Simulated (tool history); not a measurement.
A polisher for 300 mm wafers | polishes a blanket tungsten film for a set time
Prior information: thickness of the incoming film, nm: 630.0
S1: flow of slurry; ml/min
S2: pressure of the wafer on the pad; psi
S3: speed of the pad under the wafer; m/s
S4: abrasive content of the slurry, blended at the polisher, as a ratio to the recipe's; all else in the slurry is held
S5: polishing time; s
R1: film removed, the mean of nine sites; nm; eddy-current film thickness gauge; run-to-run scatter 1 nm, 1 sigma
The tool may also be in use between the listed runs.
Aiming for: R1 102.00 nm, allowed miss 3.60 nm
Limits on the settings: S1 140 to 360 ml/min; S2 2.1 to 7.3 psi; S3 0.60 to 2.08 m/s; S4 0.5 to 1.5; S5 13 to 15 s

run,day,S1,S2,S3,S4,S5,R1
1,0.000,230,4.7,1.34,1.0,15,142.56
2,0.167,230,4.4,1.34,1.0,15,137.53
3,0.192,230,4.1,1.34,1.0,15,129.68
4,0.450,230,3.8,1.34,1.0,15,123.29
5,0.638,230,3.6,1.34,1.0,15,118.21
6,1.012,230,3.6,1.62,1.0,15,142.76
7,1.283,230,3.3,1.60,1.0,15,133.26
8,1.654,230,3.0,1.58,1.0,15,120.95
9,2.025,230,2.8,1.58,1.0,15,114.84
10,2.079,230,2.7,1.58,1.0,15,111.55
11,2.129,230,2.6,1.58,1.0,15,108.33
12,2.450,230,2.5,1.58,1.0,15,107.57

Below are 4 possible settings for the next run. Only one of them brings all results inside the allowed miss of their targets. Which is it?
A,2.771,275,2.8,1.62,1.0,15,?
B,2.771,285,3.0,1.48,1.1,13,?
C,2.771,255,2.9,1.58,1.0,14,?
D,2.771,200,3.0,1.60,1.0,14,?

move,R1
A,120.80
B,103.47
C,111.78
D,112.20
A: the biggest miss grows against the last run
B: every result lands within tolerance
C: the biggest miss grows against the last run
D: the biggest miss grows against the last run
The move that meets every target is B.

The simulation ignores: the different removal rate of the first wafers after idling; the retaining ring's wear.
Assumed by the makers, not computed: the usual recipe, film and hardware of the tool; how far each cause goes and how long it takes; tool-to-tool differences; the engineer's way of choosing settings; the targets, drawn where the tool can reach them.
